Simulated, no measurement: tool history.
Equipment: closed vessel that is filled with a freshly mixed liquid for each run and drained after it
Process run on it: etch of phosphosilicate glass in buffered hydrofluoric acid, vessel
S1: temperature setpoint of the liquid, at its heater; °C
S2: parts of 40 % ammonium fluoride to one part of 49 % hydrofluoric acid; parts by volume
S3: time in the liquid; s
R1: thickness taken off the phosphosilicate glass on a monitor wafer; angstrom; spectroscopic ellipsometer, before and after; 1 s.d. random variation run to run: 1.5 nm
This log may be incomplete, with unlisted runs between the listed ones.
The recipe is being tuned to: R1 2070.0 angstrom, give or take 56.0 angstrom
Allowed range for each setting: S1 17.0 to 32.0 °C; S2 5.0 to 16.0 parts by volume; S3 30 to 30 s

run,hour,S1,S2,S3,R1
1,0.0,25.0,9.5,30,2542.7
2,8.4,25.0,11.0,30,2289.4
3,12.7,25.0,10.0,30,2487.4
4,16.0,25.0,7.5,30,3285.4
5,22.2,25.0,8.5,30,2834.3
6,25.0,25.0,9.5,30,2567.9
7,30.1,24.0,9.5,30,2446.5
8,37.5,23.0,9.5,30,2295.0
9,38.3,22.5,9.5,30,2204.4
10,39.2,22.0,9.5,30,2178.8

Of the 4 settings listed for the next run, only one would bring every result within its allowed miss of target. Which one?
A,40.1,23.5,10.0,30,?
B,40.1,17.5,7.0,30,?
C,40.1,19.0,7.5,30,?
D,40.1,23.5,11.0,30,?

move,R1
A,2259.6
B,2268.4
C,2292.0
D,2059.3
A: the biggest miss grows against the last run
B: the biggest miss grows against the last run
C: the biggest miss grows against the last run
D: meets every target
D meets every target.

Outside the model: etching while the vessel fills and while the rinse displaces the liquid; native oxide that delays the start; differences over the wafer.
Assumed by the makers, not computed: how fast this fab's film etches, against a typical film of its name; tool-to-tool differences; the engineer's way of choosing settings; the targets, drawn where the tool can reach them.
